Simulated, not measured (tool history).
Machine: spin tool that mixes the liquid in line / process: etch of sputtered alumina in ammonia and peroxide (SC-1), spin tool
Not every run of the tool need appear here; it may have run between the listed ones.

| run | day | temperature setpoint of the liquid (C) | parts of 29 % ammonia solution to one part of 30 % peroxide (parts by volume) | time under the liquid (s) | thickness taken off the sputtered alumina on a monitor wafer (angstrom) |
|---|---|---|---|---|---|
| 1 | 0 | 47 | 0.45 | 80 | 24.607 |
| 2 | 0.325 | 47 | 0.45 | 80 | 25.269 |
| 3 | 0.612 | 48 | 0.45 | 80 | 26.314 |
| 4 | 0.679 | 48 | 0.35 | 80 | 25.911 |
| 5 | 0.838 | 49 | 0.35 | 80 | 27.489 |
| 6 | 0.988 | 50 | 0.35 | 80 | 28.232 |
| 7 | 1.196 | 51 | 0.35 | 80 | 30.517 |

Run 8, settings as shown, results not yet in. Your forecast:
| 8 | 1.558 | 51.5 | 0.35 | 80 | ? |

{"run 8": {"thickness taken off the sputtered alumina on a monitor wafer (angstrom)": 30.796}}
